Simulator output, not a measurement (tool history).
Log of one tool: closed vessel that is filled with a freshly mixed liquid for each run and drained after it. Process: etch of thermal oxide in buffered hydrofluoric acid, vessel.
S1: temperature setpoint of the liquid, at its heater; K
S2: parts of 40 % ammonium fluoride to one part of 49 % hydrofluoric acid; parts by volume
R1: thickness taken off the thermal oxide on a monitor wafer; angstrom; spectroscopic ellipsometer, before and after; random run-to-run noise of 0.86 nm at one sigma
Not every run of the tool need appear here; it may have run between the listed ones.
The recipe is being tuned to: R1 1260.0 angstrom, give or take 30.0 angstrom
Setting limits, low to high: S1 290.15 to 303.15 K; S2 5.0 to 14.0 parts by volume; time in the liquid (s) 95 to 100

run 1 day=0.000 | S1=295.15 S2=8.5 time_in_the_liquid_(s)=95 | R1=1050.3
run 2 day=0.071 | S1=295.65 S2=8.5 time_in_the_liquid_(s)=95 | R1=1083.9
run 3 day=0.288 | S1=296.15 S2=8.5 time_in_the_liquid_(s)=95 | R1=1120.0
run 4 day=0.546 | S1=296.15 S2=7.0 time_in_the_liquid_(s)=95 | R1=1368.4
run 5 day=0.658 | S1=295.15 S2=7.0 time_in_the_liquid_(s)=95 | R1=1318.9
run 6 day=0.983 | S1=295.15 S2=5.0 time_in_the_liquid_(s)=95 | R1=1719.3
run 7 day=1.283 | S1=294.65 S2=5.0 time_in_the_liquid_(s)=95 | R1=1677.4
run 8 day=1.375 | S1=294.15 S2=5.0 time_in_the_liquid_(s)=95 | R1=1640.1
run 9 day=1.592 | S1=293.65 S2=5.0 time_in_the_liquid_(s)=95 | R1=1603.1
run 10 day=1.833 | S1=293.15 S2=5.0 time_in_the_liquid_(s)=95 | R1=1548.0
run 11 day=1.888 | S1=290.15 S2=5.5 time_in_the_liquid_(s)=95 | R1=1208.4

Below are 4 possible settings for the next run. Only one of them brings all results inside the allowed miss of their targets. Which is it?
run A day=1.942 | S1=290.65 S2=5.5 time_in_the_liquid_(s)=95 | R1=?
run B day=1.942 | S1=290.15 S2=5.0 time_in_the_liquid_(s)=95 | R1=?
run C day=1.942 | S1=290.65 S2=5.5 time_in_the_liquid_(s)=100 | R1=?
run D day=1.942 | S1=290.15 S2=6.0 time_in_the_liquid_(s)=95 | R1=?

move=A R1=1257.6
move=B R1=1325.1
move=C R1=1323.7
move=D R1=1135.2
A: every result lands within tolerance
B: pushes the last run's worst result past its target
C: pushes the last run's worst result past its target
D: moves away from the targets compared with the last run
A is the move that brings every result within its allowed miss.
